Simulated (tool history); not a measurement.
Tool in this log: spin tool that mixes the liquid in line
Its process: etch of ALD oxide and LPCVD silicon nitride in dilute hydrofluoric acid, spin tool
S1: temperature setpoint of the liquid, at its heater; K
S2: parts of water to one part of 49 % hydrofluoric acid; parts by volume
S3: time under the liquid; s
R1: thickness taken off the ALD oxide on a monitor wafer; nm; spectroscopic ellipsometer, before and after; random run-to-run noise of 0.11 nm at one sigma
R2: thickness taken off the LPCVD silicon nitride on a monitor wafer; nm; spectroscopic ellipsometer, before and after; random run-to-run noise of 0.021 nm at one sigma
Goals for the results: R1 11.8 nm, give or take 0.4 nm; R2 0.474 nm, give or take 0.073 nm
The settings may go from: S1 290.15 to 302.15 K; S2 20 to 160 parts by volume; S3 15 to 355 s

| run | hour | S1 | S2 | S3 | R1 | R2 |
|---|---|---|---|---|---|---|
| 1 | 0 | 294.15 | 90 | 180 | 19.801 | 0.83122 |
| 2 | 1.7 | 293.65 | 95 | 180 | 18.249 | 0.73713 |
| 3 | 4.3 | 291.65 | 95 | 180 | 16.926 | 0.63529 |
| 4 | 8.1 | 291.65 | 65 | 180 | 25.28 | 0.98275 |
| 5 | 9.5 | 291.65 | 65 | 120 | 17.126 | 0.57384 |
| 6 | 18 | 291.65 | 70 | 120 | 15.798 | 0.59679 |
| 7 | 20.1 | 291.65 | 75 | 120 | 14.41 | 0.57308 |
| 8 | 26.9 | 291.15 | 80 | 120 | 13.469 | 0.44253 |
| 9 | 28.4 | 291.65 | 85 | 120 | 12.873 | 0.47521 |

Consider the 4 candidate settings below. Which is the only one whose results all fall within their allowed miss of target?
| A | 29.9 | 295.15 | 85 | 90 | ? | ? |
| B | 29.9 | 291.15 | 80 | 125 | ? | ? |
| C | 29.9 | 290.15 | 80 | 140 | ? | ? |
| D | 29.9 | 295.15 | 80 | 90 | ? | ? |

| move | R1 | R2 |
|---|---|---|
| A | 10.944 | 0.42875 |
| B | 13.741 | 0.47993 |
| C | 14.748 | 0.50112 |
| D | 11.692 | 0.45495 |
A: the result that was furthest off in the last run now lies on the other side of its target
B: further off than the last run
C: further off than the last run
D: each result inside its tolerance
The move that meets every target is D.
